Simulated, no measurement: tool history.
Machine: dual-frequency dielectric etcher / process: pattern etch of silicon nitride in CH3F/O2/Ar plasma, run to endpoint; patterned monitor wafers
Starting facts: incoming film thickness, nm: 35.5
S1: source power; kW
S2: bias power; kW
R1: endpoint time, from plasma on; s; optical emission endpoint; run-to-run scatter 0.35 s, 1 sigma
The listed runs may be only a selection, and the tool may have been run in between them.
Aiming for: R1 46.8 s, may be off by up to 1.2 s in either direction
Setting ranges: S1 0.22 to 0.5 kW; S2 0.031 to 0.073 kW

run,hour,S1,S2,R1
1,0,0.36,0.052,55.225
2,3.7,0.36,0.059,52.939
3,5.1,0.36,0.055,54.347
4,7.3,0.39,0.055,52.382
5,15.6,0.39,0.052,53.582
6,16.3,0.35,0.052,55.141
7,23.1,0.39,0.056,52.2
8,31.2,0.41,0.057,51.353

Which single option among these 4 for the next run brings every result within its allowed miss of target? Just one does.
A,39.3,0.33,0.043,?
B,39.3,0.38,0.054,?
C,39.3,0.4,0.062,?
D,39.3,0.46,0.068,?

move,R1
A,59.565
B,53.834
C,51.064
D,47.566
A: further off than the last run
B: further off than the last run
C: gains on the last run, yet a result remains outside its allowed miss
D: every result within its allowed miss
D meets every target.
